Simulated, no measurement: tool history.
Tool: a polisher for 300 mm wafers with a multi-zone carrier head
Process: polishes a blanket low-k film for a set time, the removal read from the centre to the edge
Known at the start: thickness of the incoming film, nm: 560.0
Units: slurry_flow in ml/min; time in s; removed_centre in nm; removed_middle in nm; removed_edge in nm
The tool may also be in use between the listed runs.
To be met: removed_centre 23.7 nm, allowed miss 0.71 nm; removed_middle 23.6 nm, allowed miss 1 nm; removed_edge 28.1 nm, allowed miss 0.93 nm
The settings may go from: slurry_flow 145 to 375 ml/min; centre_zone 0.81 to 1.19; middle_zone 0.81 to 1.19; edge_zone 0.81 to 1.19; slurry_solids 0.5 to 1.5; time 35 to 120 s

run  hour  slurry_flow  centre_zone  middle_zone  edge_zone  slurry_solids  time  removed_centre  removed_middle  removed_edge
  1     0          240            1            1          1              1    77          31.637          32.019        30.245
  2   4.6          230         0.98         0.97       1.01           0.95    77          29.979          30.348        30.272
  3    13          225         0.97         0.95          1            0.9    77          28.637          28.689        29.537
  4  18.1          220         0.95         0.93       0.99            0.9    77          27.656          27.897        28.865
  5  21.6          220         0.95         0.93       1.03            0.9    77          27.808          28.613        29.233
  6  26.4          210         0.94         0.91       1.01            0.9    77          27.659          27.294        29.248
  7  31.1          205         0.92          0.9       1.01            0.9    77          26.521          27.659        28.593
  8  33.9          200         0.91         0.81       1.11            0.7    76          21.847          20.899        25.551
  9  37.6          210         0.91         0.82       1.12            0.7    76          22.051          21.525        25.791
 10  40.2          220         0.91         0.82       1.13            0.7    76          22.319          21.381        26.043
 11  47.7          230         0.91         0.83       1.14            0.7    76          22.335          21.405        26.156
 12  53.6          235         0.91         0.84       1.15            0.7    76          22.458          21.729            26

Which of these 5 next moves meets every target?
  A  59.5          335         0.98         0.86       1.09            0.7    66               ?               ?             ?
  B  59.5          170         0.94          0.9       1.03           0.65    80               ?               ?             ?
  C  59.5          245         0.92          0.9       1.13           0.55    86               ?               ?             ?
  D  59.5          255         0.87         0.81       1.08            0.8    76               ?               ?             ?
  E  59.5          265         1.02         0.96       1.09           0.65    75               ?               ?             ?

move  removed_centre  removed_middle  removed_edge
   A          22.032           20.26         22.96
   B          22.275          22.366        24.173
   C          21.512          21.957        24.566
   D          23.937          23.716        28.273
   E          24.105          23.359        24.258
A: further off than the last run
B: further off than the last run
C: further off than the last run
D: meets every target
E: further off than the last run
Answer: D

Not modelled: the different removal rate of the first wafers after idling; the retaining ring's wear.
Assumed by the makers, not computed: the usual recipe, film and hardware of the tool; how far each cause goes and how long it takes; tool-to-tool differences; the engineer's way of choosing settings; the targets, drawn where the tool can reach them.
